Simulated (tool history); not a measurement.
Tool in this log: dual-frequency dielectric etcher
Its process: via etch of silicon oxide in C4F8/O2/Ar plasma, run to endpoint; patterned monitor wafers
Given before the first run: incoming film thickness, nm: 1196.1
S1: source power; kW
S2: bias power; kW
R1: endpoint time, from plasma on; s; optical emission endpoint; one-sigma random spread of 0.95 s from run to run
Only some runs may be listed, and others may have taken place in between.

Run 1, day 0: S1 1.83 kW, S2 1.947 kW. Result: R1 275.35 s.
Run 2, day 0.129: S1 1.69 kW, S2 1.947 kW. Result: R1 284.22 s.
Run 3, day 0.475: S1 1.69 kW, S2 1.733 kW. Result: R1 295.22 s.
Run 4, day 0.546: S1 1.93 kW, S2 1.852 kW. Result: R1 267.75 s.
Run 5, day 0.796: S1 1.93 kW, S2 1.971 kW. Result: R1 266.62 s.
Run 6, day 1.071: S1 1.93 kW, S2 2.136 kW. Result: R1 259.09 s.

Predict the results of run 7:
Run 7, day 1.321: S1 2.04 kW, S2 2.166 kW. Result: R1 ?.

R1: 252.76 s
